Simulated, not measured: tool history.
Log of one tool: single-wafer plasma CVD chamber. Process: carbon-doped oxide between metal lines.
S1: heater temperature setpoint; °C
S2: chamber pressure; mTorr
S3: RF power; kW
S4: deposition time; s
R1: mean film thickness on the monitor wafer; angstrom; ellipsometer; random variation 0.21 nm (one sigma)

Run 1, hour 0.0: S1 360 °C, S2 6130 mTorr, S3 0.450 kW, S4 11.5 s. Result: R1 571.14 angstrom.
Run 2, hour 6.2: S1 351 °C, S2 6130 mTorr, S3 0.450 kW, S4 11.5 s. Result: R1 586.89 angstrom.
Run 3, hour 14.7: S1 354 °C, S2 5880 mTorr, S3 0.445 kW, S4 11.5 s. Result: R1 578.84 angstrom.
Run 4, hour 21.0: S1 357 °C, S2 5850 mTorr, S3 0.440 kW, S4 11.5 s. Result: R1 562.15 angstrom.
Run 5, hour 24.3: S1 360 °C, S2 5710 mTorr, S3 0.440 kW, S4 11.5 s. Result: R1 557.00 angstrom.
Run 6, hour 25.4: S1 363 °C, S2 5570 mTorr, S3 0.440 kW, S4 11.5 s. Result: R1 548.77 angstrom.
Run 7, hour 32.8: S1 365 °C, S2 5470 mTorr, S3 0.440 kW, S4 11.5 s. Result: R1 542.94 angstrom.
Run 8, hour 40.2: S1 367 °C, S2 5390 mTorr, S3 0.440 kW, S4 11.5 s. Result: R1 544.24 angstrom.

Forecast run 9:
Run 9, hour 47.8: S1 369 °C, S2 5280 mTorr, S3 0.435 kW, S4 11.5 s. Result: R1 ?.

Run 9 gave R1 528.74 angstrom.
